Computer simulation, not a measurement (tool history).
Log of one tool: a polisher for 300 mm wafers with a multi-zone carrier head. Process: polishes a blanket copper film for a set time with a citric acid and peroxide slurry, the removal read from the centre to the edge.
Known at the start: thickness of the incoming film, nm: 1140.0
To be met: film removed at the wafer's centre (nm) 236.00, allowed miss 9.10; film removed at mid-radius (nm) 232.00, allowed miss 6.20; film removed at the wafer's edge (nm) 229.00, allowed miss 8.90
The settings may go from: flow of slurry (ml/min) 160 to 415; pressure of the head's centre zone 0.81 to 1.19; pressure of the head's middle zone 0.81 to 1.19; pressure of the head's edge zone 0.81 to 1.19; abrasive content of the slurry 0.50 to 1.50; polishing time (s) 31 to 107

run	hour	flow of slurry (ml/min)	pressure of the head's centre zone	pressure of the head's middle zone	pressure of the head's edge zone	abrasive content of the slurry	polishing time (s)	film removed at the wafer's centre (nm)	film removed at mid-radius (nm)	film removed at the wafer's edge (nm)
1	0.0	265	1.00	1.00	1.00	1.00	69	183.47	182.27	186.33
2	6.9	265	1.00	1.00	0.95	1.00	69	183.18	180.39	181.91
3	12.3	270	1.02	1.02	0.99	1.15	70	195.36	190.49	193.99
4	18.6	270	1.02	1.08	0.99	1.15	70	193.83	200.91	198.29
5	23.8	280	1.05	1.11	1.01	1.20	70	205.00	207.69	201.28
6	26.5	290	1.06	1.13	1.04	1.25	70	204.48	213.12	202.79
7	27.3	280	1.07	1.13	1.05	1.30	71	208.35	217.73	209.60
8	28.2	285	1.09	1.13	1.07	1.35	72	217.23	219.90	215.45
9	30.6	290	1.10	1.13	1.08	1.40	72	223.01	223.08	216.56
10	35.8	295	1.11	1.13	1.09	1.45	72	228.09	224.14	219.78

5 next moves are on the table. One of them brings every result within its allowed miss. Which?
A	41.0	305	0.91	0.93	1.19	1.45	80	?	?	?
B	41.0	220	1.14	1.15	1.13	1.45	70	?	?	?
C	41.0	250	1.06	1.13	1.01	1.50	79	?	?	?
D	41.0	300	1.06	1.06	1.01	1.40	78	?	?	?
E	41.0	230	1.06	1.13	1.15	1.30	83	?	?	?

move	film removed at the wafer's centre (nm)	film removed at mid-radius (nm)	film removed at the wafer's edge (nm)
A	220.87	214.13	252.75
B	213.39	214.85	208.12
C	235.63	244.73	226.47
D	235.28	231.06	224.81
E	238.62	248.09	245.75
A: further off than the last run
B: further off than the last run
C: takes the result that was furthest off past its target
D: meets every target
E: takes the result that was furthest off past its target
The right move is D.

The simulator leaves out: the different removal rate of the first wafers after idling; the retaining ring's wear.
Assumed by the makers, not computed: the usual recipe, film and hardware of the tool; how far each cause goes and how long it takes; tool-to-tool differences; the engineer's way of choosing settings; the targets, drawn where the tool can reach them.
